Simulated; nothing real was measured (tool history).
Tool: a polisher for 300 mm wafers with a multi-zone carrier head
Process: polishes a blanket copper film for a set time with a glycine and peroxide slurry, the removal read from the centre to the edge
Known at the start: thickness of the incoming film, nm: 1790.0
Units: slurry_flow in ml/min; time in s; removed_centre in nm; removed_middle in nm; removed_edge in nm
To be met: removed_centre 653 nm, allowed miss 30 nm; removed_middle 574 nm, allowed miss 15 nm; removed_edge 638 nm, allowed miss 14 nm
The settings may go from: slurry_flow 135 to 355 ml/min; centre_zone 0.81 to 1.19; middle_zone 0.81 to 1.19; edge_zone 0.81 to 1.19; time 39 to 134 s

Run 1, hour 0: slurry_flow 225 ml/min, centre_zone 1, middle_zone 1, edge_zone 1, time 86 s. Result: removed_centre 400.3 nm, removed_middle 397.3 nm, removed_edge 401.8 nm.
Run 2, hour 2.6: slurry_flow 235 ml/min, centre_zone 1.03, middle_zone 1, edge_zone 1.05, time 95 s. Result: removed_centre 459.45 nm, removed_middle 434.81 nm, removed_edge 455.49 nm.
Run 3, hour 11.2: slurry_flow 245 ml/min, centre_zone 1.05, middle_zone 1.01, edge_zone 1.08, time 102 s. Result: removed_centre 497.3 nm, removed_middle 473.72 nm, removed_edge 493.06 nm.
Run 4, hour 18.7: slurry_flow 250 ml/min, centre_zone 1.07, middle_zone 1, edge_zone 1.1, time 108 s. Result: removed_centre 530.7 nm, removed_middle 497.27 nm, removed_edge 528.73 nm.
Run 5, hour 23.7: slurry_flow 255 ml/min, centre_zone 1.09, middle_zone 0.99, edge_zone 1.12, time 113 s. Result: removed_centre 584.97 nm, removed_middle 518.04 nm, removed_edge 559.39 nm.
Run 6, hour 26: slurry_flow 255 ml/min, centre_zone 1.09, middle_zone 0.96, edge_zone 1.12, time 113 s. Result: removed_centre 572.02 nm, removed_middle 510.5 nm, removed_edge 561.79 nm.
Run 7, hour 31.7: slurry_flow 260 ml/min, centre_zone 1.1, middle_zone 0.96, edge_zone 1.14, time 116 s. Result: removed_centre 596.64 nm, removed_middle 518.38 nm, removed_edge 585.17 nm.
Run 8, hour 38: slurry_flow 270 ml/min, centre_zone 1.1, middle_zone 0.97, edge_zone 1.15, time 118 s. Result: removed_centre 603.37 nm, removed_middle 546.1 nm, removed_edge 594.43 nm.
Run 9, hour 42.8: slurry_flow 265 ml/min, centre_zone 1.1, middle_zone 0.97, edge_zone 1.15, time 120 s. Result: removed_centre 616.39 nm, removed_middle 544.85 nm, removed_edge 604.94 nm.

5 next moves are on the table. One of them brings every result within its allowed miss. Which?
Run A, hour 47.6: slurry_flow 275 ml/min, centre_zone 0.93, middle_zone 1.02, edge_zone 1.19, time 124 s. Result: removed_centre ?, removed_middle ?, removed_edge ?.
Run B, hour 47.6: slurry_flow 225 ml/min, centre_zone 1.1, middle_zone 0.92, edge_zone 1.19, time 115 s. Result: removed_centre ?, removed_middle ?, removed_edge ?.
Run C, hour 47.6: slurry_flow 265 ml/min, centre_zone 1.19, middle_zone 1.08, edge_zone 0.98, time 120 s. Result: removed_centre ?, removed_middle ?, removed_edge ?.
Run D, hour 47.6: slurry_flow 310 ml/min, centre_zone 1.09, middle_zone 0.93, edge_zone 1.11, time 127 s. Result: removed_centre ?, removed_middle ?, removed_edge ?.
Run E, hour 47.6: slurry_flow 295 ml/min, centre_zone 1.15, middle_zone 0.91, edge_zone 1.12, time 117 s. Result: removed_centre ?, removed_middle ?, removed_edge ?.

move  removed_centre  removed_middle  removed_edge
   A          549.72           584.9        634.58
   B          580.26          491.57        580.15
   C          664.02           588.6        555.22
   D          658.13          564.79         632.9
   E          633.72          509.64         583.9
A: brings the result that was furthest off to its target, and leaves another outside
B: further off than the last run
C: further off than the last run
D: meets every target
E: further off than the last run
Answer: D
